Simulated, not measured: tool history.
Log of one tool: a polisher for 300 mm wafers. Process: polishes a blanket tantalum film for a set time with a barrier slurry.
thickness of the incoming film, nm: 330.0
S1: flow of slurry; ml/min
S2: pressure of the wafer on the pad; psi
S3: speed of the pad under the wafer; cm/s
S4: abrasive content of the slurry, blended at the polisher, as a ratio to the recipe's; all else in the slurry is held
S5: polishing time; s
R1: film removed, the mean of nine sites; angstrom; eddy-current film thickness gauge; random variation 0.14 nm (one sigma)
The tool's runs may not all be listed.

{"run": 1, "hour": 0.0, "S1": 140, "S2": 2.3, "S3": 78, "S4": 1.0, "S5": 34, "R1": 430.57}
{"run": 2, "hour": 3.0, "S1": 120, "S2": 2.3, "S3": 78, "S4": 1.0, "S5": 34, "R1": 417.54}
{"run": 3, "hour": 7.9, "S1": 105, "S2": 2.3, "S3": 78, "S4": 1.0, "S5": 34, "R1": 409.16}
{"run": 4, "hour": 14.3, "S1": 100, "S2": 1.9, "S3": 78, "S4": 1.0, "S5": 34, "R1": 348.11}
{"run": 5, "hour": 20.5, "S1": 100, "S2": 1.9, "S3": 60, "S4": 1.0, "S5": 34, "R1": 298.21}
{"run": 6, "hour": 27.5, "S1": 100, "S2": 2.4, "S3": 60, "S4": 1.0, "S5": 34, "R1": 361.38}
{"run": 7, "hour": 32.8, "S1": 95, "S2": 2.0, "S3": 60, "S4": 1.0, "S5": 34, "R1": 305.87}
{"run": 8, "hour": 38.8, "S1": 95, "S2": 2.0, "S3": 60, "S4": 1.0, "S5": 34, "R1": 308.77}
{"run": 9, "hour": 44.7, "S1": 95, "S2": 1.7, "S3": 60, "S4": 1.0, "S5": 34, "R1": 273.79}
{"run": 10, "hour": 51.1, "S1": 90, "S2": 1.2, "S3": 60, "S4": 1.0, "S5": 34, "R1": 210.16}
{"run": 11, "hour": 57.3, "S1": 95, "S2": 1.2, "S3": 60, "S4": 1.0, "S5": 34, "R1": 209.93}
{"run": 12, "hour": 58.4, "S1": 130, "S2": 1.3, "S3": 60, "S4": 1.0, "S5": 34, "R1": 236.85}
{"run": 13, "hour": 63.5, "S1": 120, "S2": 1.3, "S3": 60, "S4": 1.0, "S5": 34, "R1": 232.37}
{"run": 14, "hour": 70.1, "S1": 115, "S2": 1.3, "S3": 60, "S4": 1.0, "S5": 34, "R1": 229.96}

The next listed run, before its measurement:
{"run": 15, "hour": 71.0, "S1": 110, "S2": 1.3, "S3": 60, "S4": 1.0, "S5": 34, "R1": "?"}

{"run 15": {"R1": 229.81}}

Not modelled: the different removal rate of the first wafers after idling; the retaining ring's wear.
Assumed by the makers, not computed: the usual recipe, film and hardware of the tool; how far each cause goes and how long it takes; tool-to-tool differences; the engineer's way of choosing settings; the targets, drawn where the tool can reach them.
